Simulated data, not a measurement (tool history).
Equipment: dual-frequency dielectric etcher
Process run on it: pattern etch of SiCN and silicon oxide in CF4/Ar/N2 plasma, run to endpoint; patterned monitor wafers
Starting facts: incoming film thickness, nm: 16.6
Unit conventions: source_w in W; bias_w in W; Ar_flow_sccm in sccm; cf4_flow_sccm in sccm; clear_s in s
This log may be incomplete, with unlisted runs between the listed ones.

run  hour  source_w  bias_w  Ar_flow_sccm  cf4_flow_sccm  clear_s
  1   0.0       440      57            74             52   20.358
  2   3.0       440      57            66             52   19.984
  3   5.9       500      57            66             52   17.358
  4   9.0       430      56            67             52   20.703
  5  17.3       390      55            67             52   23.596
  6  23.0       430      55            67             52   20.967
  7  30.8       390      54            67             52   23.523
  8  32.3       390      54            67             52   23.469

Run 9 has not been measured yet. What should we expect?
  9  33.2       360      54            67             52        ?

Run 9 measured clear_s 26.149 s.
